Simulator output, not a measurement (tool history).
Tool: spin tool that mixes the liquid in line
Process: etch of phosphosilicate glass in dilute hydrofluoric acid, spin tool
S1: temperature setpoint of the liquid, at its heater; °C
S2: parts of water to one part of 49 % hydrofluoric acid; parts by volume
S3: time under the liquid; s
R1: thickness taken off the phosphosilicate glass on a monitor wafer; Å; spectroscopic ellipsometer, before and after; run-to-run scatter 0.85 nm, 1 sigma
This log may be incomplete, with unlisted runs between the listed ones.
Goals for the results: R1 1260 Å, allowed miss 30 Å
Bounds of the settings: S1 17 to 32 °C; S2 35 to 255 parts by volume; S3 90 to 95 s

run,hour,S1,S2,S3,R1
1,0,24,145,90,1090.5
2,1.2,25,145,90,1150.5
3,6.1,25.5,145,90,1164.7
4,8.8,25.5,105,90,1683.3
5,13.6,25.5,65,90,2906.2
6,21,23.5,65,90,2624.7
7,24.2,22,80,90,1978.9
8,28.4,18,95,90,1386.9
9,34.8,17.5,95,90,1361.1

4 candidate next runs follow, results not yet known. Just one meets every target within its allowed miss. Identify it.
A,41.2,17,110,95,?
B,41.2,17,100,90,?
C,41.2,18.5,90,90,?
D,41.2,17,95,90,?

move,R1
A,1204
B,1267.7
C,1516.3
D,1341.4
A: pushes the last run's worst result past its target
B: in spec on every target
C: moves away from the targets compared with the last run
D: better than the last run, though not everything is in spec
Move B is the one to make.
